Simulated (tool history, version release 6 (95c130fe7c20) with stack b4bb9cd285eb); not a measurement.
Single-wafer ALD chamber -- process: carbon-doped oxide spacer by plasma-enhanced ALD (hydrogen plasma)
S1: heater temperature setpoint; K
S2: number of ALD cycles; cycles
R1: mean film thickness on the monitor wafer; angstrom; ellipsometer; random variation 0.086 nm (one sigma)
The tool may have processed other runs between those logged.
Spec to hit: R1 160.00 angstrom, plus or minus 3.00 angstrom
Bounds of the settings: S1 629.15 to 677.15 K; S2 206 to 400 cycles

run    day      S1   S2      R1
  1  0.000  653.15  303  137.91
  2  0.067  647.15  303  138.68
  3  0.379  647.15  312  142.18
  4  0.542  647.15  320  145.23
  5  0.779  639.15  320  145.49
  6  1.038  646.15  320  146.10
  7  1.258  646.15  326  148.20
  8  1.467  646.15  331  149.87
  9  1.517  646.15  336  154.50
 10  1.546  646.15  338  153.77
 11  1.721  646.15  341  156.12

Of the 5 settings listed for the next run, only one would bring every result within its allowed miss of target. Which one?
  A  1.896  647.15  332   ?
  B  1.896  655.15  330   ?
  C  1.896  646.15  353   ?
  D  1.896  651.15  332   ?
  E  1.896  654.15  340   ?

move      R1
   A  151.51
   B  150.60
   C  161.09
   D  151.51
   E  155.16
A: misses by more than the last run did
B: misses by more than the last run did
C: each result inside its tolerance
D: misses by more than the last run did
E: misses by more than the last run did
So the answer is move C, the one that meets all the targets.
